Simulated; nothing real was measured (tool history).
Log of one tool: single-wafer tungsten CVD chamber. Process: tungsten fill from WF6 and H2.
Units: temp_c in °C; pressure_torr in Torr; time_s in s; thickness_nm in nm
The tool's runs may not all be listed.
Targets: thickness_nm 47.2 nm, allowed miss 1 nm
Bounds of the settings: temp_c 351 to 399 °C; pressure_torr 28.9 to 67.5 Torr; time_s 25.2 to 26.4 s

run,hour,temp_c,pressure_torr,time_s,thickness_nm
1,0,375,48.2,26.4,59.445
2,8.4,374,48.2,26.4,58.785
3,9.1,373,48.1,26.4,58.219
4,17.7,373,55,26.4,62.688
5,22.5,372,54.9,26.4,61.829
6,23.6,379,54.9,26.4,70.565
7,26.2,377,54.8,26.4,67.81
8,34.8,377,54.8,26.4,66.864
9,36.4,375,54.7,26.4,64.349
10,43.4,373,54.6,26.4,62.846

5 next moves are on the table. One of them brings every result within its allowed miss. Which?
A,50.4,369,51.1,25.2,?
B,50.4,382,61,26.4,?
C,50.4,361,52,25.2,?
D,50.4,364,46.8,25.2,?
E,50.4,364,50.1,25.2,?

move,thickness_nm
A,53.023
B,78.79
C,45.758
D,45.464
E,47.48
A: nearer than the last run, and not there yet
B: further off than the last run
C: takes the result that was furthest off past its target
D: takes the result that was furthest off past its target
E: meets every target
The right move is E.

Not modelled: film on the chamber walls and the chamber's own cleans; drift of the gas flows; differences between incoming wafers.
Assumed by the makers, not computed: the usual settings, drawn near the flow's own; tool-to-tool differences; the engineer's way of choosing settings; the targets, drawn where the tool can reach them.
